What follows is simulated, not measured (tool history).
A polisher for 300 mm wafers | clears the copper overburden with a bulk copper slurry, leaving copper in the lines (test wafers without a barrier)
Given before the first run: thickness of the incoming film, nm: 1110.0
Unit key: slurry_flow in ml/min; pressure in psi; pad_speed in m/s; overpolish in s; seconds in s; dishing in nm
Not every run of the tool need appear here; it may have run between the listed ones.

run,hour,slurry_flow,pressure,pad_speed,slurry_solids,overpolish,seconds,dishing
1,0,120,2.8,0.88,1,11,177.06,39.507
2,5.4,120,2.8,0.88,1,7,175.52,28.16
3,10,120,2.8,0.88,0.85,7,185.99,27.178
4,12.7,120,3.1,0.88,0.85,9,172.29,34.472
5,13.2,125,3.3,0.88,0.85,10,166.6,39.91
6,17.1,125,3.6,0.88,0.85,10,154.01,41.689

Expected results for the next run?
7,22,125,3.8,0.88,0.85,11,?,?

seconds: 150.23 s
dishing: 46.755 nm

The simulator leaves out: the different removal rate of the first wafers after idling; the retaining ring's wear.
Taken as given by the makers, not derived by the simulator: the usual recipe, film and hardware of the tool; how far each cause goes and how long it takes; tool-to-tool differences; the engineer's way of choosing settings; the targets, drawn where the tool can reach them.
